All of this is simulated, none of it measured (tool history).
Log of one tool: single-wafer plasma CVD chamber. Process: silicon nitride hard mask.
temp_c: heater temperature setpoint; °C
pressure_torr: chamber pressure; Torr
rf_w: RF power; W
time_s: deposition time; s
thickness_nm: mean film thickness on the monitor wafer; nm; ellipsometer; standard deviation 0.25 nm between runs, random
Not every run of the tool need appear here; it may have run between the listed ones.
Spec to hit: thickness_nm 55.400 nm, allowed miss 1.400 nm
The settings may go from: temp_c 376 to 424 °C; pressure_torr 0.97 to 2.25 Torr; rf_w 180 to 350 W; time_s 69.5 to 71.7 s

Run 1, hour 0.0: temp_c 400 °C, pressure_torr 1.61 Torr, rf_w 265 W, time_s 69.5 s. Result: thickness_nm 67.131 nm.
Run 2, hour 0.9: temp_c 400 °C, pressure_torr 1.61 Torr, rf_w 240 W, time_s 69.5 s. Result: thickness_nm 62.664 nm.
Run 3, hour 3.4: temp_c 400 °C, pressure_torr 1.61 Torr, rf_w 240 W, time_s 69.5 s. Result: thickness_nm 62.730 nm.
Run 4, hour 6.5: temp_c 400 °C, pressure_torr 1.61 Torr, rf_w 240 W, time_s 69.5 s. Result: thickness_nm 62.353 nm.
Run 5, hour 8.3: temp_c 400 °C, pressure_torr 1.48 Torr, rf_w 235 W, time_s 69.5 s. Result: thickness_nm 60.345 nm.
Run 6, hour 13.0: temp_c 400 °C, pressure_torr 1.38 Torr, rf_w 230 W, time_s 69.5 s. Result: thickness_nm 58.277 nm.
At hour 19.9: thermocouple changed; heater temperature recalibrated.
Run 7, hour 19.9: temp_c 400 °C, pressure_torr 1.32 Torr, rf_w 230 W, time_s 69.5 s. Result: thickness_nm 57.287 nm.
Run 8, hour 21.1: temp_c 400 °C, pressure_torr 1.28 Torr, rf_w 230 W, time_s 69.5 s. Result: thickness_nm 56.761 nm.

Below are 4 possible settings for the next run. Only one of them brings all results inside the allowed miss of their targets. Which is it?
Run A, hour 22.3: temp_c 410 °C, pressure_torr 1.70 Torr, rf_w 200 W, time_s 71.7 s. Result: thickness_nm ?.
Run B, hour 22.3: temp_c 400 °C, pressure_torr 1.35 Torr, rf_w 220 W, time_s 71.7 s. Result: thickness_nm ?.
Run C, hour 22.3: temp_c 401 °C, pressure_torr 1.29 Torr, rf_w 215 W, time_s 70.5 s. Result: thickness_nm ?.
Run D, hour 22.3: temp_c 402 °C, pressure_torr 1.40 Torr, rf_w 240 W, time_s 69.5 s. Result: thickness_nm ?.

move  thickness_nm
   A        57.999
   B        58.077
   C        55.404
   D        60.273
A: lands further from the targets than the last run did
B: lands further from the targets than the last run did
C: every result lands within tolerance
D: lands further from the targets than the last run did
Correct choice: C, which meets every target

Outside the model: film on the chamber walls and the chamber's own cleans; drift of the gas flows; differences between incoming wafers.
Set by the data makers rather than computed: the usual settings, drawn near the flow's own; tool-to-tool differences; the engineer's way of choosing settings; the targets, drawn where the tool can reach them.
